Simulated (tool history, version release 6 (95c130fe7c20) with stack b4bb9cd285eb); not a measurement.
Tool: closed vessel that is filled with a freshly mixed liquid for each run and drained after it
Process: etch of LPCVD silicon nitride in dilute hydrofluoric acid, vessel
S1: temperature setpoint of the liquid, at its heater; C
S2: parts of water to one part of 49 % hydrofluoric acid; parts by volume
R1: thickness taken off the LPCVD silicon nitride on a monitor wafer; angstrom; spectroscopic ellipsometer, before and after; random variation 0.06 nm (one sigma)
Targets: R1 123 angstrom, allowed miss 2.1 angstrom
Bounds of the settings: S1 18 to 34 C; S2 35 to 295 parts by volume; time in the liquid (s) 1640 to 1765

Run 1, hour 0: S1 26 C, S2 165 parts by volume, time in the liquid (s) 1640. Result: R1 65.962 angstrom.
Run 2, hour 8.6: S1 26 C, S2 165 parts by volume, time in the liquid (s) 1765. Result: R1 71.57 angstrom.
Run 3, hour 10.7: S1 28.5 C, S2 165 parts by volume, time in the liquid (s) 1765. Result: R1 83.939 angstrom.
Run 4, hour 14: S1 30 C, S2 160 parts by volume, time in the liquid (s) 1765. Result: R1 93.273 angstrom.
Run 5, hour 17.9: S1 30 C, S2 160 parts by volume, time in the liquid (s) 1765. Result: R1 94.102 angstrom.
Run 6, hour 19.4: S1 30 C, S2 135 parts by volume, time in the liquid (s) 1765. Result: R1 111.2 angstrom.
Run 7, hour 25.2: S1 30.5 C, S2 135 parts by volume, time in the liquid (s) 1765. Result: R1 114.77 angstrom.
Run 8, hour 32.7: S1 31 C, S2 135 parts by volume, time in the liquid (s) 1765. Result: R1 118.09 angstrom.

Which of these 5 next moves meets every target?
Run A, hour 40.2: S1 29.5 C, S2 120 parts by volume, time in the liquid (s) 1730. Result: R1 ?.
Run B, hour 40.2: S1 29 C, S2 110 parts by volume, time in the liquid (s) 1675. Result: R1 ?.
Run C, hour 40.2: S1 29 C, S2 115 parts by volume, time in the liquid (s) 1665. Result: R1 ?.
Run D, hour 40.2: S1 30 C, S2 135 parts by volume, time in the liquid (s) 1700. Result: R1 ?.
Run E, hour 40.2: S1 30 C, S2 120 parts by volume, time in the liquid (s) 1660. Result: R1 ?.

move      R1
   A  119.32
   B   122.2
   C  116.17
   D  107.38
   E  118.11
A: nearer than the last run, and not there yet
B: meets every target
C: further off than the last run
D: further off than the last run
E: as far off as the last run
Answer: B
